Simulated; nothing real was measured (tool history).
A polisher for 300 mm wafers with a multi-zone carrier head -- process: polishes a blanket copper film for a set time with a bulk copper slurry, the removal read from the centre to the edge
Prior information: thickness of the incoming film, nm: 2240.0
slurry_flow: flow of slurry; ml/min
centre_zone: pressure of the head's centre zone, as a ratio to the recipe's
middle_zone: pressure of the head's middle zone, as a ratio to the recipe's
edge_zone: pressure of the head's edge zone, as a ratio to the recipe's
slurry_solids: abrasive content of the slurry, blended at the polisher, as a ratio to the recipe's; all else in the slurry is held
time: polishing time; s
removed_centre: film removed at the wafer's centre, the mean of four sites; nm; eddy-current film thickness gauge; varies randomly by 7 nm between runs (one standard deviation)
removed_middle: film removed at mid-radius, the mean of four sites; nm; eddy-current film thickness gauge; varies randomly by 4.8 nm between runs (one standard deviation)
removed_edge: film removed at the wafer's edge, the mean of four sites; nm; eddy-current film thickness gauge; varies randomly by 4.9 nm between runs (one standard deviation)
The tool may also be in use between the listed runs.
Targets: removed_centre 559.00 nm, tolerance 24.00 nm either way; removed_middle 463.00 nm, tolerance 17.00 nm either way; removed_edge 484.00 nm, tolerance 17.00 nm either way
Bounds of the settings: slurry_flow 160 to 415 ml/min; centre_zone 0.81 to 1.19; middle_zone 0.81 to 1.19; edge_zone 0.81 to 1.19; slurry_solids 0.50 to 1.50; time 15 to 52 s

| run | hour | slurry_flow | centre_zone | middle_zone | edge_zone | slurry_solids | time | removed_centre | removed_middle | removed_edge |
|---|---|---|---|---|---|---|---|---|---|---|
| 1 | 0.0 | 265 | 1.00 | 1.00 | 1.00 | 1.00 | 33 | 415.14 | 360.11 | 374.65 |
| 2 | 2.2 | 270 | 1.02 | 1.01 | 1.02 | 1.10 | 34 | 442.55 | 383.41 | 402.72 |
| 3 | 9.2 | 270 | 1.05 | 1.01 | 1.02 | 1.10 | 34 | 452.51 | 395.51 | 403.62 |
| 4 | 9.8 | 270 | 0.99 | 1.01 | 1.02 | 1.10 | 34 | 424.90 | 390.73 | 399.13 |
|  | 10.6 | centre zone pressure recalibrated |
| 5 | 10.6 | 270 | 0.99 | 0.97 | 1.02 | 1.10 | 34 | 391.04 | 374.69 | 398.35 |
| 6 | 13.3 | 275 | 1.03 | 0.99 | 1.05 | 1.15 | 34 | 410.47 | 386.60 | 408.49 |
| 7 | 17.7 | 265 | 1.06 | 0.99 | 1.05 | 1.15 | 35 | 441.80 | 387.16 | 414.54 |
| 8 | 24.6 | 275 | 1.08 | 1.00 | 1.06 | 1.20 | 36 | 464.94 | 421.65 | 432.67 |
| 9 | 28.0 | 265 | 1.10 | 1.00 | 1.06 | 1.20 | 37 | 472.08 | 425.51 | 456.16 |
| 10 | 33.8 | 265 | 1.10 | 1.00 | 1.06 | 1.20 | 37 | 481.93 | 420.58 | 449.91 |
| 11 | 37.2 | 270 | 1.11 | 1.00 | 1.06 | 1.20 | 37 | 490.62 | 422.05 | 445.96 |
| 12 | 41.3 | 270 | 1.12 | 1.00 | 1.06 | 1.20 | 37 | 487.72 | 424.37 | 444.87 |
| 13 | 49.9 | 260 | 1.13 | 1.01 | 1.06 | 1.20 | 38 | 493.34 | 441.35 | 464.23 |

Which single option among these 4 for the next run brings every result within its allowed miss of target? Just one does.
| A | 58.5 | 385 | 1.19 | 1.11 | 0.91 | 1.25 | 38 | ? | ? | ? |
| B | 58.5 | 265 | 1.19 | 0.93 | 1.05 | 1.15 | 41 | ? | ? | ? |
| C | 58.5 | 350 | 1.19 | 0.94 | 0.95 | 1.00 | 40 | ? | ? | ? |
| D | 58.5 | 310 | 1.16 | 0.98 | 1.00 | 1.25 | 40 | ? | ? | ? |

| move | removed_centre | removed_middle | removed_edge |
|---|---|---|---|
| A | 565.26 | 494.72 | 436.86 |
| B | 577.90 | 437.50 | 485.53 |
| C | 565.56 | 430.80 | 448.60 |
| D | 569.55 | 460.16 | 475.06 |
A: gets the furthest-off result to its target, but another result is out of tolerance
B: gets the furthest-off result to its target, but another result is out of tolerance
C: gets the furthest-off result to its target, but another result is out of tolerance
D: every result lands within tolerance
Correct choice: D, which meets every target
